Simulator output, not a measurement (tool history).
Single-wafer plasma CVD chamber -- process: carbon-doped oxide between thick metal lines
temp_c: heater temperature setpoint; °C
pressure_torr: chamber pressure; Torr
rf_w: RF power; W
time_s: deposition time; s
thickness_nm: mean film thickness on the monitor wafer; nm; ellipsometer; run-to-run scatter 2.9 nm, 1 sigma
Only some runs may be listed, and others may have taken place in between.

run,day,temp_c,pressure_torr,rf_w,time_s,thickness_nm
1,0,330,4.89,650,99.8,638.44
2,0.246,330,4.89,650,102.8,656.35
3,0.617,331,4.76,640,102.7,649.98
4,0.762,325,4.76,640,102.7,661.59
5,0.971,326,4.64,630,102.6,652.39
6,1.117,328,4.55,620,102.5,636.58
7,1.375,329,4.45,615,102.5,634.71

Run 8 is up next; what results do you expect?
8,1.654,335,3.87,540,101.9,?

{"run 8": {"thickness_nm": 562.04}}
